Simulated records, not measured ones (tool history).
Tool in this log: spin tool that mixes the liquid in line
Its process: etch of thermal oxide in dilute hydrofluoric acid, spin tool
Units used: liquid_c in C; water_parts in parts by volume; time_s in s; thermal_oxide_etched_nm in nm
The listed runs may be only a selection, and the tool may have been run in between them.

run 1 day=0.000 | liquid_c=21.0 water_parts=225 time_s=40 | thermal_oxide_etched_nm=0.61394
run 2 day=0.112 | liquid_c=21.0 water_parts=225 time_s=40 | thermal_oxide_etched_nm=0.61748
run 3 day=0.229 | liquid_c=21.0 water_parts=190 time_s=40 | thermal_oxide_etched_nm=0.76187
run 4 day=0.438 | liquid_c=20.0 water_parts=230 time_s=40 | thermal_oxide_etched_nm=0.58141
run 5 day=0.754 | liquid_c=19.0 water_parts=260 time_s=40 | thermal_oxide_etched_nm=0.48648
run 6 day=1.129 | liquid_c=18.5 water_parts=285 time_s=40 | thermal_oxide_etched_nm=0.42288
run 7 day=1.267 | liquid_c=18.0 water_parts=300 time_s=40 | thermal_oxide_etched_nm=0.39217

Predict the results of run 8:
run 8 day=1.533 | liquid_c=17.5 water_parts=310 time_s=40 | thermal_oxide_etched_nm=?

{"run 8": {"thermal_oxide_etched_nm": 0.36573}}
